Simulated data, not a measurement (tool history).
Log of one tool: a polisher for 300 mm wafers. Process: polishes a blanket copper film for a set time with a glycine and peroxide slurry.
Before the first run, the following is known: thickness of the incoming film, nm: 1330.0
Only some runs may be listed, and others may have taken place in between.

run,day,flow of slurry (ml/min),pressure of the wafer on the pad (kPa),speed of the pad under the wafer (m/s),polishing time (s),film removed (nm)
1,0.000,140,12.4,1.24,81,408.56
2,0.246,140,11.0,1.22,81,373.84
3,0.442,175,11.0,1.22,81,391.03
4,0.625,170,9.7,1.20,81,351.29
5,0.658,170,9.0,1.18,81,319.59
6,0.708,170,9.0,1.18,85,342.57

What will run 7 give?
7,0.908,165,8.3,1.18,85,?

Run 7 came out at film removed (nm) 329.81.
